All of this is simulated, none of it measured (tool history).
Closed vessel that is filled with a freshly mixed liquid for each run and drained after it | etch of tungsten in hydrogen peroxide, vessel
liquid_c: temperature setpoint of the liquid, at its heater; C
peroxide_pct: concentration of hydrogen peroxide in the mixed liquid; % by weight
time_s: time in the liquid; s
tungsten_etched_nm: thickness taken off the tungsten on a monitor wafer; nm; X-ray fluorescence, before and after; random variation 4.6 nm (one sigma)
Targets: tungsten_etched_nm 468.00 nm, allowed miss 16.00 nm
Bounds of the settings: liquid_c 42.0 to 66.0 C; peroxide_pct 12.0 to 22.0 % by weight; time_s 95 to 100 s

{"run": 1, "hour": 0.0, "liquid_c": 58.0, "peroxide_pct": 15.0, "time_s": 95, "tungsten_etched_nm": 247.51}
{"run": 2, "hour": 1.8, "liquid_c": 58.0, "peroxide_pct": 13.0, "time_s": 95, "tungsten_etched_nm": 231.81}
{"run": 3, "hour": 9.0, "liquid_c": 58.0, "peroxide_pct": 12.0, "time_s": 95, "tungsten_etched_nm": 221.26}
{"run": 4, "hour": 16.8, "liquid_c": 64.0, "peroxide_pct": 12.0, "time_s": 95, "tungsten_etched_nm": 308.51}
{"run": 5, "hour": 25.7, "liquid_c": 64.0, "peroxide_pct": 15.0, "time_s": 95, "tungsten_etched_nm": 349.53}
{"run": 6, "hour": 26.6, "liquid_c": 64.0, "peroxide_pct": 15.0, "time_s": 100, "tungsten_etched_nm": 373.07}
{"run": 7, "hour": 33.5, "liquid_c": 64.5, "peroxide_pct": 15.5, "time_s": 100, "tungsten_etched_nm": 385.12}
{"run": 8, "hour": 42.2, "liquid_c": 65.0, "peroxide_pct": 16.0, "time_s": 100, "tungsten_etched_nm": 402.59}
{"run": 9, "hour": 46.5, "liquid_c": 65.0, "peroxide_pct": 16.0, "time_s": 100, "tungsten_etched_nm": 402.69}
{"run": 10, "hour": 50.0, "liquid_c": 65.0, "peroxide_pct": 16.5, "time_s": 100, "tungsten_etched_nm": 401.69}
{"run": 11, "hour": 53.4, "liquid_c": 65.0, "peroxide_pct": 17.5, "time_s": 100, "tungsten_etched_nm": 417.17}
{"run": 12, "hour": 57.2, "liquid_c": 65.0, "peroxide_pct": 18.0, "time_s": 100, "tungsten_etched_nm": 426.61}
{"run": 13, "hour": 65.1, "liquid_c": 65.0, "peroxide_pct": 18.5, "time_s": 100, "tungsten_etched_nm": 432.68}
{"run": 14, "hour": 73.0, "liquid_c": 65.5, "peroxide_pct": 19.0, "time_s": 100, "tungsten_etched_nm": 448.41}

Which of these 5 next moves meets every target?
{"run": "A", "hour": 80.9, "liquid_c": 65.0, "peroxide_pct": 19.0, "time_s": 100, "tungsten_etched_nm": "?"}
{"run": "B", "hour": 80.9, "liquid_c": 65.5, "peroxide_pct": 20.0, "time_s": 100, "tungsten_etched_nm": "?"}
{"run": "C", "hour": 80.9, "liquid_c": 65.5, "peroxide_pct": 17.5, "time_s": 100, "tungsten_etched_nm": "?"}
{"run": "D", "hour": 80.9, "liquid_c": 64.5, "peroxide_pct": 19.5, "time_s": 100, "tungsten_etched_nm": "?"}
{"run": "E", "hour": 80.9, "liquid_c": 64.0, "peroxide_pct": 22.0, "time_s": 95, "tungsten_etched_nm": "?"}

move=A tungsten_etched_nm=443.11
move=B tungsten_etched_nm=467.47
move=C tungsten_etched_nm=437.28
move=D tungsten_etched_nm=436.53
move=E tungsten_etched_nm=428.31
A: further off than the last run
B: meets every target
C: further off than the last run
D: further off than the last run
E: further off than the last run
Answer: B
